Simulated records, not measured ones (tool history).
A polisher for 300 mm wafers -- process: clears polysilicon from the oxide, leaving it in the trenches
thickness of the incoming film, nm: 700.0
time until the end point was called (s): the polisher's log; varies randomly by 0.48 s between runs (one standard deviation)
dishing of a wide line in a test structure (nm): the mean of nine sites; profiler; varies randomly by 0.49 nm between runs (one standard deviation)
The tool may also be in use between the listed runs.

run,hour,flow of slurry (ml/min),pressure of the wafer on the pad (kPa),speed of the pad under the wafer (cm/s),overpolish time after the end point (s),time until the end point was called (s),dishing of a wide line in a test structure (nm)
1,0,240,15.2,96,16,65.941,40.824
2,2.6,240,17.2,98,13,57.064,41.666
3,4.9,240,17.2,122,13,47.536,41.871
4,12.5,250,17.9,128,11,42.107,42.189
5,14.7,235,17.9,134,10,41.601,40.423
6,21.1,230,18.6,136,9,39.206,41.481
7,25.5,215,19.3,140,8,37.026,40.858

Forecast run 8:
8,28.9,205,19.3,142,7,?,?

time until the end point was called (s): 36.11
dishing of a wide line in a test structure (nm): 40.003
